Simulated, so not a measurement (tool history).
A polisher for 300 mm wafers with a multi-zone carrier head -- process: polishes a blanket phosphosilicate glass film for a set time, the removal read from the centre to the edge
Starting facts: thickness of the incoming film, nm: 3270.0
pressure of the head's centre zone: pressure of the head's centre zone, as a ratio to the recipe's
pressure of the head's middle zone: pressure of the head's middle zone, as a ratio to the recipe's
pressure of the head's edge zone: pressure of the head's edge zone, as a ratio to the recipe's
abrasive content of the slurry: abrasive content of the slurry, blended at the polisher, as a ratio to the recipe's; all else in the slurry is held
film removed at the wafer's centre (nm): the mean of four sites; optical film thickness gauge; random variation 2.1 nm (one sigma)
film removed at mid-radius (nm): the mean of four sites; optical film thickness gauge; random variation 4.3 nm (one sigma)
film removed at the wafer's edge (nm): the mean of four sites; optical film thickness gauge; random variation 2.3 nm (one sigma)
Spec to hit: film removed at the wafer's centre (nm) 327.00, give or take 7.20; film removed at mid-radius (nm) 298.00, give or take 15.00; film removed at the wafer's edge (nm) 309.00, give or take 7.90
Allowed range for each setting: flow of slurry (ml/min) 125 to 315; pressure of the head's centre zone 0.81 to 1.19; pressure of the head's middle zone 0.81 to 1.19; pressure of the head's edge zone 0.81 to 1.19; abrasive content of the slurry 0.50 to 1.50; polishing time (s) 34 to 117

run    day  flow of slurry (ml/min)  pressure of the head's centre zone  pressure of the head's middle zone  pressure of the head's edge zone  abrasive content of the slurry  polishing time (s)  film removed at the wafer's centre (nm)  film removed at mid-radius (nm)  film removed at the wafer's edge (nm)
  1  0.000                      205                                1.00                                1.00                              1.00                            1.00                  75                                   434.33                           428.49                                 427.13
  2  0.367                      205                                1.00                                1.00                              1.00                            1.00                  89                                   515.96                           520.70                                 505.73
  3  0.725                      205                                0.93                                1.00                              1.00                            1.00                  89                                   476.32                           508.73                                 509.31
  4  1.033                      205                                0.94                                0.97                              0.97                            0.90                  86                                   449.99                           470.29                                 458.22
  5  1.238                      200                                0.94                                0.94                              0.97                            0.80                  83                                   405.38                           414.95                                 418.50
  6  1.321                      195                                0.95                                0.91                              0.95                            0.75                  81                                   386.12                           390.38                                 391.58
  7  1.554                      185                                1.03                                0.81                              0.93                            0.50                  72                                   298.57                           260.87                                 279.22
  8  1.583                      205                                1.03                                0.82                              0.94                            0.50                  72                                   307.62                           269.53                                 282.88
  9  1.942                      215                                1.03                                0.83                              0.96                            0.50                  72                                   307.90                           271.12                                 286.07
 10  2.271                      270                                1.04                                0.90                              1.04                            0.55                  72                                   335.84                           302.18                                 322.38
 11  2.400                      265                                1.04                                0.90                              1.03                            0.55                  72                                   336.56                           305.74                                 317.76

Which one of the following 4 next-run settings gets every result inside its allowed miss? There is exactly one.
  A  2.529                      265                                1.01                                0.93                              1.08                            0.65                  67                                        ?                                ?                                      ?
  B  2.529                      280                                1.05                                0.91                              1.03                            0.65                  63                                        ?                                ?                                      ?
  C  2.529                      310                                1.08                                0.85                              1.03                            0.70                  61                                        ?                                ?                                      ?
  D  2.529                      245                                1.07                                0.99                              0.94                            0.50                  77                                        ?                                ?                                      ?

move  film removed at the wafer's centre (nm)  film removed at mid-radius (nm)  film removed at the wafer's edge (nm)
   A                                   331.80                           314.12                                 334.21
   B                                   326.63                           293.29                                 308.46
   C                                   341.49                           286.02                                 312.65
   D                                   348.29                           323.43                                 310.21
A: the furthest-off result lands on target, but another misses its tolerance
B: in spec on every target
C: further off than the last run
D: further off than the last run
Correct choice: B, which meets every target
